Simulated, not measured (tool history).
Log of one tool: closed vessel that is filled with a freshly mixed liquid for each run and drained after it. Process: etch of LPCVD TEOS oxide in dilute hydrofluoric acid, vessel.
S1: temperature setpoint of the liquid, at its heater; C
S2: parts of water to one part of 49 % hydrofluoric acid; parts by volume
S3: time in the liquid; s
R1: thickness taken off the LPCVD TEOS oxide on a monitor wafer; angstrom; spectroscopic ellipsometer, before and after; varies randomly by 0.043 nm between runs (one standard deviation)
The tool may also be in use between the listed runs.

run  hour    S1   S2   S3      R1
  1   0.0  26.0  210  280  224.04
  2   6.3  26.0  255  280  174.92
  3   7.3  25.0  260  280  165.52
  4  12.8  25.0  260  280  164.17
  5  19.2  24.0  265  280  156.50
  6  21.7  23.0  270  280  146.40
  7  28.0  22.5  270  280  144.68

The next listed run, before its measurement:
  8  34.5  22.0  275  280   ?

R1: 137.75 angstrom
